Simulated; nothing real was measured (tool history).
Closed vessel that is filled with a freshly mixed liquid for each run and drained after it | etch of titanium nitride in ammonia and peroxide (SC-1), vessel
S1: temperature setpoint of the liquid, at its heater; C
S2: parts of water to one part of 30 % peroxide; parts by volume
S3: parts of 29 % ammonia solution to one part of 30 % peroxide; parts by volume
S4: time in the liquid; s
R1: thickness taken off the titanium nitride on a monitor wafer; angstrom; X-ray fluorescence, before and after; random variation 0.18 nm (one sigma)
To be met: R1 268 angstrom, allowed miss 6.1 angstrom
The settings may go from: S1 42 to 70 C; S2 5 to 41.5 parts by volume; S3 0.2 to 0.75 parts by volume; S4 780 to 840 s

| run | hour | S1 | S2 | S3 | S4 | R1 |
|---|---|---|---|---|---|---|
| 1 | 0 | 58 | 23 | 0.45 | 780 | 449.78 |
| 2 | 2.4 | 58 | 23 | 0.5 | 780 | 458.75 |
| 3 | 5.7 | 56 | 23 | 0.5 | 780 | 398.42 |
| 4 | 9.4 | 56 | 16.5 | 0.5 | 780 | 480.85 |
| 5 | 11.3 | 53.5 | 16.5 | 0.5 | 780 | 411.43 |
| 6 | 19.6 | 53.5 | 13.5 | 0.5 | 780 | 458.73 |
| 7 | 26.5 | 51 | 13.5 | 0.5 | 780 | 381.5 |
| 8 | 35.8 | 49.5 | 13.5 | 0.5 | 780 | 344.59 |
| 9 | 39 | 48.5 | 13.5 | 0.5 | 780 | 321.4 |
| 10 | 44.1 | 48 | 13.5 | 0.5 | 780 | 310.13 |
| 11 | 48.2 | 45.5 | 13.5 | 0.5 | 780 | 261.53 |

5 next moves are on the table. One of them brings every result within its allowed miss. Which?
| A | 52.3 | 44.5 | 10.5 | 0.5 | 805 | ? |
| B | 52.3 | 44.5 | 11 | 0.55 | 805 | ? |
| C | 52.3 | 44 | 12 | 0.5 | 840 | ? |
| D | 52.3 | 44 | 11 | 0.55 | 830 | ? |
| E | 52.3 | 47.5 | 16 | 0.45 | 840 | ? |

| move | R1 |
|---|---|
| A | 287.55 |
| B | 285.31 |
| C | 269.67 |
| D | 283.74 |
| E | 290.77 |
A: takes the result that was furthest off past its target
B: takes the result that was furthest off past its target
C: meets every target
D: takes the result that was furthest off past its target
E: takes the result that was furthest off past its target
The right move is C.
